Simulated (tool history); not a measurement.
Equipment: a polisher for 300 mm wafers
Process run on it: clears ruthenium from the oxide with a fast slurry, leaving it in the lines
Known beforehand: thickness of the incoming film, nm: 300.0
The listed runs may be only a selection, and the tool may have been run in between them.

run  hour  flow of slurry (ml/min)  pressure of the wafer on the pad (kPa)  speed of the pad under the wafer (m/s)  abrasive content of the slurry  overpolish time after the end point (s)  time until the end point was called (s)  dishing of a wide line in a test structure (Å)
  1     0                      120                                    22.1                                    0.92                               1                                       12                                   70.965                                          251.35
  2   0.9                      120                                    22.1                                    0.92                             0.8                                       12                                    80.01                                           246.2
  3     8                      120                                    22.1                                    0.92                             0.9                                       12                                   72.745                                          250.94
  4    15                      120                                    22.1                                    0.92                             0.8                                       12                                   77.877                                          231.61
  5    17                      125                                    22.8                                    0.92                             0.7                                       10                                   79.741                                          222.21
  6  18.1                      125                                    22.8                                    0.92                             0.8                                       10                                    76.33                                             231
  7  26.1                      110                                    22.1                                       1                             0.7                                        8                                   80.113                                          198.03
  8  28.1                      100                                    21.4                                    1.12                            0.65                                        7                                   78.979                                          172.39
  9    31                       90                                    20.7                                     1.2                             0.6                                        6                                   84.684                                          143.75
 10  38.5                       85                                    21.4                                    1.26                             0.6                                        5                                   80.598                                          129.63
 11  43.5                       85                                    22.1                                    1.28                             0.6                                        5                                   75.574                                          139.29
 12  47.7                       80                                    22.1                                    1.32                             0.6                                        5                                   75.069                                          138.46
 13  53.9                       75                                    22.1                                    1.36                             0.6                                        5                                   74.994                                          144.95

For run 14, what comes out?
 14  56.7                       85                                    21.4                                    1.38                            0.55                                        5                                        ?                                               ?

{"run 14": {"time until the end point was called (s)": 80.148, "dishing of a wide line in a test structure (Å)": 137.54}}

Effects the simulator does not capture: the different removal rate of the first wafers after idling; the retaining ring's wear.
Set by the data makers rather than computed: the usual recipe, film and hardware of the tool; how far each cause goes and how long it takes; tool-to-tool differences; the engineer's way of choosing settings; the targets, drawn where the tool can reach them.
